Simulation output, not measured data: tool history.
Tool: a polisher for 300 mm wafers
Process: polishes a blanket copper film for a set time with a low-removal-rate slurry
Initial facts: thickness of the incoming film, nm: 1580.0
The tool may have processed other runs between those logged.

| run | hour | flow of slurry (ml/min) | pressure of the wafer on the pad (psi) | speed of the pad under the wafer (m/s) | abrasive content of the slurry | polishing time (s) | film removed (Å) |
|---|---|---|---|---|---|---|---|
| 1 | 0.0 | 245 | 1.8 | 1.40 | 1.0 | 23 | 569.92 |
| 2 | 4.1 | 250 | 1.9 | 1.40 | 1.0 | 23 | 596.30 |
| 3 | 10.6 | 250 | 2.0 | 1.40 | 1.0 | 23 | 620.88 |
| 4 | 11.7 | 255 | 2.2 | 1.40 | 1.0 | 23 | 683.55 |
| 5 | 15.6 | 255 | 1.9 | 1.40 | 1.0 | 23 | 596.95 |
| 6 | 19.1 | 255 | 2.0 | 1.40 | 1.0 | 23 | 622.23 |
| 7 | 24.9 | 255 | 2.2 | 1.40 | 1.0 | 23 | 682.92 |

Run 8 is up next; what results do you expect?
| 8 | 33.3 | 260 | 2.3 | 1.40 | 1.0 | 23 | ? |

film removed (Å): 702.64

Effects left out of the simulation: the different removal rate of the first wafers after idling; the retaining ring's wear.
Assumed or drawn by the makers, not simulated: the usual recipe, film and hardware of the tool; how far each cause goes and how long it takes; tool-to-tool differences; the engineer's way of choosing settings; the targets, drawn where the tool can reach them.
